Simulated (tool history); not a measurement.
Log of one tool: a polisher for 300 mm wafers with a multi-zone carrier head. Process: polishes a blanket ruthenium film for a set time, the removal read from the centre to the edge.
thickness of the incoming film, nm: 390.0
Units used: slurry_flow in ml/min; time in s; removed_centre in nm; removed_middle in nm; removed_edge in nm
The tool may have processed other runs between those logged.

{"run": 1, "day": 0.0, "slurry_flow": 300, "centre_zone": 1, "middle_zone": 1, "edge_zone": 1, "time": 64, "removed_centre": 82.796, "removed_middle": 91.173, "removed_edge": 88.705}
{"run": 2, "day": 0.05, "slurry_flow": 300, "centre_zone": 0.93, "middle_zone": 1, "edge_zone": 1, "time": 64, "removed_centre": 77.153, "removed_middle": 91.833, "removed_edge": 89.2}
{"run": 3, "day": 0.367, "slurry_flow": 300, "centre_zone": 0.95, "middle_zone": 0.99, "edge_zone": 1.03, "time": 71, "removed_centre": 86.55, "removed_middle": 102.27, "removed_edge": 102.55}
{"run": 4, "day": 0.621, "slurry_flow": 305, "centre_zone": 0.98, "middle_zone": 0.99, "edge_zone": 1.06, "time": 75, "removed_centre": 94.629, "removed_middle": 106.3, "removed_edge": 104.65}
{"run": 5, "day": 0.971, "slurry_flow": 305, "centre_zone": 0.97, "middle_zone": 0.97, "edge_zone": 1.06, "time": 80, "removed_centre": 101.48, "removed_middle": 112.65, "removed_edge": 111.32}
{"run": 6, "day": 1.283, "slurry_flow": 295, "centre_zone": 0.96, "middle_zone": 0.95, "edge_zone": 1.09, "time": 84, "removed_centre": 102.32, "removed_middle": 115.15, "removed_edge": 121.61}
{"run": 7, "day": 1.412, "slurry_flow": 300, "centre_zone": 0.97, "middle_zone": 0.95, "edge_zone": 1.1, "time": 86, "removed_centre": 106.02, "removed_middle": 120.58, "removed_edge": 126.64}

Run 8 is up next; what results do you expect?
{"run": 8, "day": 1.492, "slurry_flow": 300, "centre_zone": 0.97, "middle_zone": 0.95, "edge_zone": 1.1, "time": 86, "removed_centre": "?", "removed_middle": "?", "removed_edge": "?"}

Run 8 gave removed_centre 109.45 nm, removed_middle 121.06 nm, removed_edge 121.01 nm.
